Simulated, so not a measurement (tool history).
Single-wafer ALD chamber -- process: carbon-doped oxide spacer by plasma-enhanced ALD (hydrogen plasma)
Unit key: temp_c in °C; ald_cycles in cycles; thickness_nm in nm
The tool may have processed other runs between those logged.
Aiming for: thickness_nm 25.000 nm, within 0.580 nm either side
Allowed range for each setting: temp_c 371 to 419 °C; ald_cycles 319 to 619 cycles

| run | hour | temp_c | ald_cycles | thickness_nm |
|---|---|---|---|---|
| 1 | 0.0 | 395 | 469 | 22.221 |
| 2 | 8.4 | 395 | 488 | 22.864 |
| 3 | 16.8 | 395 | 504 | 23.755 |
| 4 | 26.1 | 404 | 504 | 23.322 |
| 5 | 32.0 | 404 | 451 | 21.084 |
| 6 | 34.1 | 400 | 451 | 21.148 |
| 7 | 42.9 | 399 | 479 | 22.546 |
| 8 | 46.7 | 399 | 496 | 23.471 |

Next run, 5 choices. One meets every target within its allowed miss, the rest don't. Which?
| A | 50.5 | 399 | 555 | ? |
| B | 50.5 | 399 | 567 | ? |
| C | 50.5 | 407 | 517 | ? |
| D | 50.5 | 401 | 501 | ? |
| E | 50.5 | 388 | 529 | ? |

| move | thickness_nm |
|---|---|
| A | 25.882 |
| B | 26.442 |
| C | 23.482 |
| D | 23.235 |
| E | 24.670 |
A: takes the result that was furthest off past its target
B: takes the result that was furthest off past its target
C: no nearer and no further than the last run
D: misses by more than the last run did
E: in spec on every target
Correct choice: E, which meets every target

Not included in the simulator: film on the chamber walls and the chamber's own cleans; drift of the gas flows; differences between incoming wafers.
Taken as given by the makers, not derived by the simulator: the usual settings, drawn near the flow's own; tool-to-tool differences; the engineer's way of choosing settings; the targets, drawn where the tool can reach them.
